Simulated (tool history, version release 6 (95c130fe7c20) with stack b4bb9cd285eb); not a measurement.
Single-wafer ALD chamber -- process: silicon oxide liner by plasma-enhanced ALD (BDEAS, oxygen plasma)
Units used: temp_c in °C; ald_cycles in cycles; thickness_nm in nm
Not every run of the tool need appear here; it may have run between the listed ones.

Run 1, hour 0.0: temp_c 325 °C, ald_cycles 56 cycles. Result: thickness_nm 5.1067 nm.
Run 2, hour 5.6: temp_c 325 °C, ald_cycles 63 cycles. Result: thickness_nm 5.7595 nm.
Run 3, hour 7.8: temp_c 325 °C, ald_cycles 70 cycles. Result: thickness_nm 6.3764 nm.
Run 4, hour 12.4: temp_c 326 °C, ald_cycles 62 cycles. Result: thickness_nm 5.6479 nm.
Run 5, hour 13.3: temp_c 326 °C, ald_cycles 57 cycles. Result: thickness_nm 5.1957 nm.
Run 6, hour 14.4: temp_c 327 °C, ald_cycles 52 cycles. Result: thickness_nm 4.6975 nm.
Run 7, hour 16.4: temp_c 328 °C, ald_cycles 50 cycles. Result: thickness_nm 4.5386 nm.
Run 8, hour 21.0: temp_c 329 °C, ald_cycles 48 cycles. Result: thickness_nm 4.3640 nm.
Run 9, hour 26.9: temp_c 330 °C, ald_cycles 47 cycles. Result: thickness_nm 4.2369 nm.

Estimate the outcome of run 10 from the log above:
Run 10, hour 35.1: temp_c 332 °C, ald_cycles 46 cycles. Result: thickness_nm ?.

thickness_nm: 4.1452 nm
